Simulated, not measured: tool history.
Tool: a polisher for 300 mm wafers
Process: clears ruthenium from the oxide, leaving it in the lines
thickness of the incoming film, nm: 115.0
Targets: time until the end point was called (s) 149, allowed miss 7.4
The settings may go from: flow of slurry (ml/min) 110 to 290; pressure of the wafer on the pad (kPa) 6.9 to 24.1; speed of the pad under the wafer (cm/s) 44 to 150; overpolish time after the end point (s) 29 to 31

| run | hour | flow of slurry (ml/min) | pressure of the wafer on the pad (kPa) | speed of the pad under the wafer (cm/s) | overpolish time after the end point (s) | time until the end point was called (s) |
|---|---|---|---|---|---|---|
| 1 | 0 | 185 | 15.2 | 96 | 29 | 85.15 |
| 2 | 6.1 | 185 | 15.2 | 72 | 29 | 115.06 |
| 3 | 13.7 | 185 | 15.2 | 82 | 29 | 101.04 |
| 4 | 18.9 | 185 | 13.1 | 82 | 29 | 110.45 |
| 5 | 22.7 | 185 | 13.1 | 82 | 29 | 110.76 |
| 6 | 29.6 | 185 | 15.9 | 82 | 29 | 97.414 |
| 7 | 35.7 | 185 | 13.1 | 80 | 29 | 109.68 |
| 8 | 40.9 | 185 | 11 | 76 | 29 | 129.99 |
| 9 | 43 | 185 | 10.3 | 76 | 29 | 139.05 |

Which of these 5 next moves meets every target?
| A | 45.1 | 190 | 11 | 82 | 31 | ? |
| B | 45.1 | 155 | 9.7 | 96 | 29 | ? |
| C | 45.1 | 160 | 10.3 | 74 | 29 | ? |
| D | 45.1 | 200 | 10.3 | 82 | 30 | ? |
| E | 45.1 | 125 | 7.6 | 106 | 29 | ? |

| move | time until the end point was called (s) |
|---|---|
| A | 124.3 |
| B | 119.7 |
| C | 146.74 |
| D | 128.55 |
| E | 130.18 |
A: further off than the last run
B: further off than the last run
C: meets every target
D: further off than the last run
E: further off than the last run
Move C is the one to make.

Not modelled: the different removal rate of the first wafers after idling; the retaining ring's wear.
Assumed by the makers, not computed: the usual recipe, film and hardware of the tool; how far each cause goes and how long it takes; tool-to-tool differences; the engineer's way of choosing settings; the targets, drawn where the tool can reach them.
